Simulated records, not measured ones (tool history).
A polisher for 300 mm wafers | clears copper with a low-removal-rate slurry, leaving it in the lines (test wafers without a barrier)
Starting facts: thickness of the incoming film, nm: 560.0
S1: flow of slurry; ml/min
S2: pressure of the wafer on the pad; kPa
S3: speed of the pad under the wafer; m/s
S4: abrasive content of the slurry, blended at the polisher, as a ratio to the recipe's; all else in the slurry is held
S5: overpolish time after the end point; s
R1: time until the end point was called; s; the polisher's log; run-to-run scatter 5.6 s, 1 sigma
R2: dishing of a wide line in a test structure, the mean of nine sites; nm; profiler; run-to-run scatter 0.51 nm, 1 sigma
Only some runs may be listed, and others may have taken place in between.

Run 1, hour 0: S1 125 ml/min, S2 28.3 kPa, S3 1 m/s, S4 1, S5 20 s. Result: R1 126.06 s, R2 31.611 nm.
Run 2, hour 1.7: S1 125 ml/min, S2 28.3 kPa, S3 1.22 m/s, S4 1, S5 20 s. Result: R1 107.83 s, R2 33.226 nm.
Run 3, hour 9.4: S1 150 ml/min, S2 28.3 kPa, S3 1.22 m/s, S4 1, S5 20 s. Result: R1 103.12 s, R2 33.856 nm.
Run 4, hour 12.1: S1 150 ml/min, S2 28.3 kPa, S3 1 m/s, S4 1, S5 20 s. Result: R1 126.08 s, R2 31.368 nm.
Run 5, hour 13.3: S1 125 ml/min, S2 28.3 kPa, S3 1 m/s, S4 1, S5 20 s. Result: R1 130.24 s, R2 29.581 nm.
Run 6, hour 17: S1 120 ml/min, S2 24.1 kPa, S3 0.84 m/s, S4 0.95, S5 23 s. Result: R1 180.56 s, R2 29.429 nm.

Estimate the outcome of run 7 from the log above:
Run 7, hour 23.7: S1 120 ml/min, S2 21.4 kPa, S3 0.74 m/s, S4 0.95, S5 22 s. Result: R1 ?, R2 ?.

R1: 230.87 s
R2: 26.642 nm

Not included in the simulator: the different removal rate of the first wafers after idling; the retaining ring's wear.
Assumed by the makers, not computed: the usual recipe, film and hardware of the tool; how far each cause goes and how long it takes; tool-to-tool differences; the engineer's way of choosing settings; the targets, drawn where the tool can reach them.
